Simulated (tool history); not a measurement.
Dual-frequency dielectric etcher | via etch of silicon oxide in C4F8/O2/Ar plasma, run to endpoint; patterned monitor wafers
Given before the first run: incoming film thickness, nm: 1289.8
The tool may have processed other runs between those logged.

| run | hour | source power (kW) | bias power (kW) | endpoint time (s) |
|---|---|---|---|---|
| 1 | 0 | 1.83 | 2.147 | 260.06 |
| 2 | 0.7 | 1.62 | 2.147 | 268.59 |
| 3 | 9.7 | 1.57 | 2.119 | 273 |
| 4 | 16 | 1.53 | 2.102 | 276.25 |
| 5 | 20.1 | 1.53 | 2.306 | 265.18 |
| 6 | 28.4 | 1.49 | 2.273 | 270.12 |

Run 7, settings as shown, results not yet in. Your forecast:
| 7 | 30.9 | 1.12 | 2.103 | ? |

{"run 7": {"endpoint time (s)": 309.03}}

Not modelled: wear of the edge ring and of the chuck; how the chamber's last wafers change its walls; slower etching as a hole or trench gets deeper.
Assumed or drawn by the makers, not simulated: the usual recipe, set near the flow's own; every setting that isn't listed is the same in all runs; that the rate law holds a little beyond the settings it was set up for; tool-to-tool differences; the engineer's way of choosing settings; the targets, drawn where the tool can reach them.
